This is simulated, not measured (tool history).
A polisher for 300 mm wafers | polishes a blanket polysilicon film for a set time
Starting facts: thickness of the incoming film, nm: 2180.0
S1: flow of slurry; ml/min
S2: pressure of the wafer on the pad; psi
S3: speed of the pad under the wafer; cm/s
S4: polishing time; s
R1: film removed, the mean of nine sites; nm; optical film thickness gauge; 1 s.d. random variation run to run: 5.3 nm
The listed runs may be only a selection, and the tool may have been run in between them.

| run | hour | S1 | S2 | S3 | S4 | R1 |
|---|---|---|---|---|---|---|
| 1 | 0.0 | 200 | 3.4 | 82 | 34 | 304.70 |
| 2 | 7.4 | 200 | 3.4 | 94 | 34 | 354.39 |
| 3 | 11.1 | 205 | 3.8 | 94 | 34 | 389.38 |
| 4 | 19.0 | 205 | 3.8 | 94 | 34 | 395.28 |
| 5 | 19.7 | 205 | 3.8 | 94 | 34 | 392.76 |
| 6 | 23.1 | 205 | 4.1 | 94 | 34 | 420.23 |

The next listed run, before its measurement:
| 7 | 29.2 | 210 | 4.4 | 94 | 34 | ? |

{"run 7": {"R1": 448.33}}

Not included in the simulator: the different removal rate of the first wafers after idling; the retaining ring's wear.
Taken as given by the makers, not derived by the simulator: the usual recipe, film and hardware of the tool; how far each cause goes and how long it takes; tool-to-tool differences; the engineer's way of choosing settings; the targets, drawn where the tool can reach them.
